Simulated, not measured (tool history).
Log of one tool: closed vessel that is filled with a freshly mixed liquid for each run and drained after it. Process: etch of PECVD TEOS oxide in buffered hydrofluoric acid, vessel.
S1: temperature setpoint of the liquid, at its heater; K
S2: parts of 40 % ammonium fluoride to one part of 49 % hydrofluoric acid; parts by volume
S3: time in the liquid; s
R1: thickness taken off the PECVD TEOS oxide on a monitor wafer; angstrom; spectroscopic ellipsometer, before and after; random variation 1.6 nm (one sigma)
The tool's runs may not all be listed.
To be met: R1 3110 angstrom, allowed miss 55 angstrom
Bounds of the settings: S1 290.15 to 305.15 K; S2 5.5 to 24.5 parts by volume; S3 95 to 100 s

run 1 hour=0 | S1=297.15 S2=15 S3=95 | R1=1136.5
run 2 hour=8.4 | S1=295.15 S2=15 S3=95 | R1=1018
run 3 hour=12.5 | S1=295.15 S2=13 S3=95 | R1=1185.8
run 4 hour=21.1 | S1=295.15 S2=11 S3=95 | R1=1386.2
run 5 hour=23.5 | S1=298.15 S2=10 S3=95 | R1=1795.4
run 6 hour=24.1 | S1=298.15 S2=13 S3=95 | R1=1373.7
run 7 hour=28.6 | S1=300.15 S2=11 S3=95 | R1=1819.4
run 8 hour=36.7 | S1=304.15 S2=7.5 S3=95 | R1=3188.9

4 next moves are on the table. One of them brings every result within its allowed miss. Which?
run A hour=44.8 | S1=304.65 S2=7.5 S3=95 | R1=?
run B hour=44.8 | S1=303.65 S2=7.5 S3=100 | R1=?
run C hour=44.8 | S1=305.15 S2=8.5 S3=100 | R1=?
run D hour=44.8 | S1=305.15 S2=8 S3=100 | R1=?

move=A R1=3280.8
move=B R1=3278.3
move=C R1=3095.6
move=D R1=3305.5
A: further off than the last run
B: further off than the last run
C: meets every target
D: further off than the last run
Answer: C
